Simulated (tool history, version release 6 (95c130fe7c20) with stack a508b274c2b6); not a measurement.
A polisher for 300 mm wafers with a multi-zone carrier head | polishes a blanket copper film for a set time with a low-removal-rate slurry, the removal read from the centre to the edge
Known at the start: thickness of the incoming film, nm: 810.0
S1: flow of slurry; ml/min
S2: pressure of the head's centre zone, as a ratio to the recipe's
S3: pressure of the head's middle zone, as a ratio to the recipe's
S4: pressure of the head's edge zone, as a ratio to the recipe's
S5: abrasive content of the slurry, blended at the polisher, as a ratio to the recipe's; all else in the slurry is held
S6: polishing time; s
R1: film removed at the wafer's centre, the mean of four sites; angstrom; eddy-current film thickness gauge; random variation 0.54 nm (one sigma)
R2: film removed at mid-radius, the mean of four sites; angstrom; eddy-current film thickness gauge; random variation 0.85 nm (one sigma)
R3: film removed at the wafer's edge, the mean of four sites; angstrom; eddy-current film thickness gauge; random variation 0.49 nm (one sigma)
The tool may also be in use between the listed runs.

run,day,S1,S2,S3,S4,S5,S6,R1,R2,R3
1,0,190,1,1,1,1,32,1005.8,1025.2,1011.6
2,0.188,190,1,1,1.07,1,32,993.12,1021.9,1050.6
3,0.404,180,0.96,0.99,1.01,0.85,30,861.98,918.75,930.91
4,0.554,180,1.03,0.99,1.01,0.85,30,927.75,919.83,923.51
5,0.9,180,1.03,0.99,1.01,0.85,24,746.56,749.49,743.61
6,0.946,220,1.03,0.99,1.01,0.85,24,776.75,754.34,750.57
7,1.229,210,1,1,0.98,0.8,24,735.09,752.99,737.42

The next listed run, before its measurement:
8,1.579,200,0.98,1.01,0.96,0.75,24,?,?,?

R1: 699 angstrom
R2: 758.63 angstrom
R3: 714.52 angstrom

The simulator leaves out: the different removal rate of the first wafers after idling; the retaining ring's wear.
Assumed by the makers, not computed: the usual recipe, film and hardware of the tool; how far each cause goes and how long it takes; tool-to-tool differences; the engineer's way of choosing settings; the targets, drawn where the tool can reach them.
